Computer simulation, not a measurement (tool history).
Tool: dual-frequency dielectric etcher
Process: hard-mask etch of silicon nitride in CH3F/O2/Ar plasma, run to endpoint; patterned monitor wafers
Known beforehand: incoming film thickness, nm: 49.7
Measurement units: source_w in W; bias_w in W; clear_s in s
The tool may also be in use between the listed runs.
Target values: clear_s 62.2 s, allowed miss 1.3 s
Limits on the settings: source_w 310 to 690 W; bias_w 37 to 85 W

run	hour	source_w	bias_w	clear_s
1	0	500	61	71.391
2	5.8	500	69	68.576
3	14.5	530	70	67.085
4	18.1	560	71	64.009
5	26	570	71	63.753
6	34.7	520	71	67.533
7	39.9	540	72	64.503
8	46.6	550	72	64.315
9	49.3	560	72	63.846

Which of these 4 next moves meets every target?
A	52	560	68	?
B	52	610	68	?
C	52	630	78	?
D	52	630	77	?

move	clear_s
A	65.462
B	62.624
C	58.741
D	59.008
A: misses by more than the last run did
B: all results land within tolerance of their targets
C: takes the biggest miss from the last run beyond its target
D: takes the biggest miss from the last run beyond its target
The move that meets every target is B.
